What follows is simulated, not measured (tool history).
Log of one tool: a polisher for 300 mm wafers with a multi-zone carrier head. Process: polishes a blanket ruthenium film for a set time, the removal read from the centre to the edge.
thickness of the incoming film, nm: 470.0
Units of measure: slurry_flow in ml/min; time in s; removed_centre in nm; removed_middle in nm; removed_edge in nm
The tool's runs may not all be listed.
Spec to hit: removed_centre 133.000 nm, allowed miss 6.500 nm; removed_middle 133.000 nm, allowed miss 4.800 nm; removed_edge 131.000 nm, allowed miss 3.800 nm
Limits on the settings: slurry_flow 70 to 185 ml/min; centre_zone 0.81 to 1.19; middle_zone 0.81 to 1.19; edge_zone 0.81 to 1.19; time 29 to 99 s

run	hour	slurry_flow	centre_zone	middle_zone	edge_zone	time	removed_centre	removed_middle	removed_edge
1	0.0	120	1.00	1.00	1.00	64	86.325	86.377	85.467
2	6.9	120	1.00	1.00	1.03	64	85.952	87.415	87.296
3	10.2	130	1.03	1.02	1.07	70	101.510	97.899	98.675
4	10.8	140	1.02	1.05	1.10	74	107.760	108.090	107.880
5	13.3	140	1.02	1.05	1.07	74	107.890	109.680	106.350
6	14.0	140	1.02	1.13	1.07	74	107.200	114.760	107.460
7	16.2	145	1.03	1.13	1.10	77	113.040	122.150	111.020
8	23.1	150	1.03	1.10	1.12	79	118.370	122.630	118.260
9	29.0	150	1.03	1.10	1.12	79	116.240	121.520	117.390
10	31.9	155	1.04	1.10	1.13	81	120.760	127.500	120.960
11	32.9	155	1.05	1.09	1.14	83	127.560	126.030	124.110

Exercise: of the 5 proposed moves below, exactly one satisfies all targets within the stated allowed misses. Which move is it?
A	33.9	155	1.01	1.06	1.13	83	?	?	?
B	33.9	170	1.07	1.11	1.19	84	?	?	?
C	33.9	155	1.18	1.08	1.12	88	?	?	?
D	33.9	145	1.02	1.05	1.16	82	?	?	?
E	33.9	185	1.10	1.10	1.00	91	?	?	?

move	removed_centre	removed_middle	removed_edge
A	122.030	125.140	125.130
B	133.470	133.950	131.610
C	151.340	134.690	132.030
D	119.920	120.980	124.110
E	151.040	146.060	132.000
A: gains on the last run, yet a result remains outside its allowed miss
B: every result lands within tolerance
C: the worst result of the last run now meets its target, but another is out of spec
D: lands further from the targets than the last run did
E: the worst result of the last run now meets its target, but another is out of spec
The right move is B.
